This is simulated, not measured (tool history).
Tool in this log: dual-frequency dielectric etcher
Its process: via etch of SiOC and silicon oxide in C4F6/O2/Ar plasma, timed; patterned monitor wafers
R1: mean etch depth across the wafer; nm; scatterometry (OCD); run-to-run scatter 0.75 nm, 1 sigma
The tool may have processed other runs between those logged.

Run 1, hour 0: source power (kW) 0.31, bias power (kW) 0.222, etch time (s) 103.5. Result: R1 127.58 nm.
Run 2, hour 6.6: source power (kW) 0.31, bias power (kW) 0.222, etch time (s) 103.5. Result: R1 126.62 nm.
Run 3, hour 14.5: source power (kW) 0.31, bias power (kW) 0.222, etch time (s) 108. Result: R1 133.16 nm.
Run 4, hour 19.2: source power (kW) 0.31, bias power (kW) 0.182, etch time (s) 108. Result: R1 121.5 nm.
Run 5, hour 22.7: source power (kW) 0.31, bias power (kW) 0.182, etch time (s) 103.5. Result: R1 117.98 nm.
Run 6, hour 31.3: source power (kW) 0.33, bias power (kW) 0.185, etch time (s) 103.5. Result: R1 122.1 nm.

Estimate the outcome of run 7 from the log above:
Run 7, hour 33.8: source power (kW) 0.34, bias power (kW) 0.186, etch time (s) 103.5. Result: R1 ?.

{"run 7": {"R1": 123.63}}

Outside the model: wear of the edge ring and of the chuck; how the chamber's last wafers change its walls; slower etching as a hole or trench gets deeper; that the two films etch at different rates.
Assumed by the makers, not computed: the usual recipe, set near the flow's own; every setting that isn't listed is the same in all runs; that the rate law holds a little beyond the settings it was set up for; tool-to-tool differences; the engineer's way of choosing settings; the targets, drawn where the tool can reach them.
